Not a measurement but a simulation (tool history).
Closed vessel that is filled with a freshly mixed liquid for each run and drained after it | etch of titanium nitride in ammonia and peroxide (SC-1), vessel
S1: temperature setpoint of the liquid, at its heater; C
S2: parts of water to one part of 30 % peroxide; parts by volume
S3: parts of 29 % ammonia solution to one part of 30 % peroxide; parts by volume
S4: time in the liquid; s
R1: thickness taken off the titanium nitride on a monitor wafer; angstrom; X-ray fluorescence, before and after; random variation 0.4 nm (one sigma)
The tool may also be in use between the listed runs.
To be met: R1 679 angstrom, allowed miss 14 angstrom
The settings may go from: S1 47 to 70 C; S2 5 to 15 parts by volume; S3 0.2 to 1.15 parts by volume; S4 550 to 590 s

Run 1, hour 0: S1 63 C, S2 8.5 parts by volume, S3 0.65 parts by volume, S4 550 s. Result: R1 529.37 angstrom.
Run 2, hour 5.1: S1 63.5 C, S2 8.5 parts by volume, S3 0.65 parts by volume, S4 550 s. Result: R1 549.8 angstrom.
Run 3, hour 6.5: S1 63.5 C, S2 8.5 parts by volume, S3 0.65 parts by volume, S4 550 s. Result: R1 554.05 angstrom.
Run 4, hour 7.9: S1 63.5 C, S2 8.5 parts by volume, S3 0.8 parts by volume, S4 550 s. Result: R1 575.61 angstrom.
Run 5, hour 14: S1 63.5 C, S2 8.5 parts by volume, S3 0.8 parts by volume, S4 550 s. Result: R1 576.6 angstrom.
Run 6, hour 19: S1 58.5 C, S2 8.5 parts by volume, S3 0.8 parts by volume, S4 550 s. Result: R1 409.25 angstrom.
Run 7, hour 21.1: S1 59.5 C, S2 8.5 parts by volume, S3 0.8 parts by volume, S4 550 s. Result: R1 442.05 angstrom.
Run 8, hour 29.6: S1 60 C, S2 8.5 parts by volume, S3 0.8 parts by volume, S4 550 s. Result: R1 455.61 angstrom.
Run 9, hour 30.2: S1 60.5 C, S2 8.5 parts by volume, S3 0.8 parts by volume, S4 550 s. Result: R1 473.89 angstrom.
Run 10, hour 35.5: S1 61 C, S2 8.5 parts by volume, S3 0.8 parts by volume, S4 550 s. Result: R1 490.44 angstrom.
Run 11, hour 41.8: S1 61.5 C, S2 8.5 parts by volume, S3 0.8 parts by volume, S4 550 s. Result: R1 501.87 angstrom.
Run 12, hour 50.4: S1 62 C, S2 8.5 parts by volume, S3 0.8 parts by volume, S4 550 s. Result: R1 522.53 angstrom.
Run 13, hour 59.2: S1 62.5 C, S2 8.5 parts by volume, S3 0.8 parts by volume, S4 550 s. Result: R1 534.86 angstrom.
Run 14, hour 63.8: S1 62.5 C, S2 8.5 parts by volume, S3 0.8 parts by volume, S4 550 s. Result: R1 535.02 angstrom.
Run 15, hour 68: S1 67 C, S2 8.5 parts by volume, S3 0.8 parts by volume, S4 550 s. Result: R1 713.5 angstrom.
Run 16, hour 68.6: S1 66.5 C, S2 8.5 parts by volume, S3 0.8 parts by volume, S4 550 s. Result: R1 687.13 angstrom.

4 next moves are on the table. One of them brings every result within its allowed miss. Which?
Run A, hour 69.2: S1 68.5 C, S2 10 parts by volume, S3 0.75 parts by volume, S4 550 s. Result: R1 ?.
Run B, hour 69.2: S1 66 C, S2 9 parts by volume, S3 0.8 parts by volume, S4 550 s. Result: R1 ?.
Run C, hour 69.2: S1 63.5 C, S2 6.5 parts by volume, S3 0.7 parts by volume, S4 585 s. Result: R1 ?.
Run D, hour 69.2: S1 67.5 C, S2 9 parts by volume, S3 0.8 parts by volume, S4 550 s. Result: R1 ?.

move      R1
   A  716.04
   B  652.13
   C  679.36
   D  716.74
A: further off than the last run
B: takes the result that was furthest off past its target
C: meets every target
D: further off than the last run
The right move is C.
